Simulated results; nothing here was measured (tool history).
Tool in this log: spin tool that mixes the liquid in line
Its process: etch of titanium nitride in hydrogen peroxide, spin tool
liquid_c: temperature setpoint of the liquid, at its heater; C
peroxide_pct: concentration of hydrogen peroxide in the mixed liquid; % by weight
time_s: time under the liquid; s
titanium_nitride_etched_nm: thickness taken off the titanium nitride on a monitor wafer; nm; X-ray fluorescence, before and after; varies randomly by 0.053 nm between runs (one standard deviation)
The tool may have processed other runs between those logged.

run    day  liquid_c  peroxide_pct  time_s  titanium_nitride_etched_nm
  1      0        57            23     315                      20.974
  2  0.071      53.5            23     315                      16.473
  3  0.271      50.5            23     315                      13.248
  4  0.646      50.5          25.5     315                      13.502
  5    0.7      45.5          25.5     315                       9.394
  6      1        45          25.5     315                      8.9025

What will run 7 give?
  7  1.321      44.5          25.5     315                           ?

titanium_nitride_etched_nm: 8.6295 nm
